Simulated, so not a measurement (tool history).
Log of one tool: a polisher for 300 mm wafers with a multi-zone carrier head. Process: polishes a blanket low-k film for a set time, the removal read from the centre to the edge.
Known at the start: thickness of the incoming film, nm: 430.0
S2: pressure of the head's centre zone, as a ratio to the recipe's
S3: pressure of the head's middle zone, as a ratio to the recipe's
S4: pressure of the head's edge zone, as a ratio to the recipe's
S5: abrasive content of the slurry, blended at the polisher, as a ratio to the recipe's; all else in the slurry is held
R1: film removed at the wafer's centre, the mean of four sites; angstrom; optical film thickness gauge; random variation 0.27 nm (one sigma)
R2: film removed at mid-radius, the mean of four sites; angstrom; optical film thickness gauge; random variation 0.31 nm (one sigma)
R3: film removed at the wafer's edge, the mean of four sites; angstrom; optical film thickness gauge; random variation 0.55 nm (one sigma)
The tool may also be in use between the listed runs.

run 1 day=0.000 | flow_of_slurry_(ml/min)=215 S2=1.00 S3=1.00 S4=1.00 S5=1.00 polishing_time_(s)=68 | R1=309.03 R2=292.41 R3=275.33
run 2 day=0.362 | flow_of_slurry_(ml/min)=170 S2=1.00 S3=1.00 S4=1.00 S5=1.00 polishing_time_(s)=68 | R1=291.66 R2=284.38 R3=268.76
run 3 day=0.604 | flow_of_slurry_(ml/min)=170 S2=1.00 S3=1.00 S4=1.00 S5=1.00 polishing_time_(s)=53 | R1=227.92 R2=220.03 R3=205.61
run 4 day=0.879 | flow_of_slurry_(ml/min)=165 S2=0.96 S3=0.98 S4=1.06 S5=1.15 polishing_time_(s)=64 | R1=280.18 R2=279.93 R3=271.92
run 5 day=0.967 | flow_of_slurry_(ml/min)=165 S2=0.96 S3=0.98 S4=1.06 S5=1.25 polishing_time_(s)=64 | R1=286.49 R2=291.28 R3=286.62
run 6 day=1.296 | flow_of_slurry_(ml/min)=165 S2=0.96 S3=0.98 S4=1.06 S5=1.25 polishing_time_(s)=53 | R1=239.38 R2=238.88 R3=237.13
run 7 day=1.404 | flow_of_slurry_(ml/min)=175 S2=0.92 S3=0.95 S4=1.10 S5=1.35 polishing_time_(s)=64 | R1=288.77 R2=293.42 R3=302.46
run 8 day=1.721 | flow_of_slurry_(ml/min)=180 S2=0.82 S3=0.87 S4=1.19 S5=1.50 polishing_time_(s)=83 | R1=346.92 R2=369.04 R3=422.14
run 9 day=1.892 | flow_of_slurry_(ml/min)=190 S2=0.82 S3=0.87 S4=1.19 S5=1.50 polishing_time_(s)=87 | R1=365.19 R2=394.17 R3=446.62

Forecast run 10:
run 10 day=2.233 | flow_of_slurry_(ml/min)=230 S2=0.83 S3=0.86 S4=1.19 S5=1.50 polishing_time_(s)=96 | R1=? R2=? R3=?

{"run 10": {"R1": 427.14, "R2": 444.63, "R3": 496.28}}

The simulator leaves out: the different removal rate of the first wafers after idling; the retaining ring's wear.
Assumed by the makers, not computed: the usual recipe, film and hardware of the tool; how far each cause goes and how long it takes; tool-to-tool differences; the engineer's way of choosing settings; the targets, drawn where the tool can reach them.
